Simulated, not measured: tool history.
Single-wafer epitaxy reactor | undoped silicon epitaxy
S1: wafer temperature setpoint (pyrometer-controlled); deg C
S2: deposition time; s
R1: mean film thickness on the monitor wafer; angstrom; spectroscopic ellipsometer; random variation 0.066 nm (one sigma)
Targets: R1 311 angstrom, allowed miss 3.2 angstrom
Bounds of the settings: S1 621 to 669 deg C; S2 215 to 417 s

run    day   S1   S2      R1
  1      0  645  316  475.91
  2  0.333  645  296  447.41
  3  0.512  642  296  415.58
  4  0.829  640  296  392.42
  5  1.158  640  340  452.75
  6  1.346  640  321  427.03
  7    1.4  640  321  429.08
  8  1.454  638  321  407.09
  9  1.508  636  321  385.64

Which of these 5 next moves meets every target?
  A  1.562  641  231   ?
  B  1.562  628  318   ?
  C  1.562  632  280   ?
  D  1.562  627  293   ?
  E  1.562  630  295   ?

move      R1
   A  315.52
   B  310.66
   C  303.61
   D  278.83
   E  303.66
A: nearer than the last run, and not there yet
B: meets every target
C: takes the result that was furthest off past its target
D: takes the result that was furthest off past its target
E: takes the result that was furthest off past its target
Move B is the one to make.
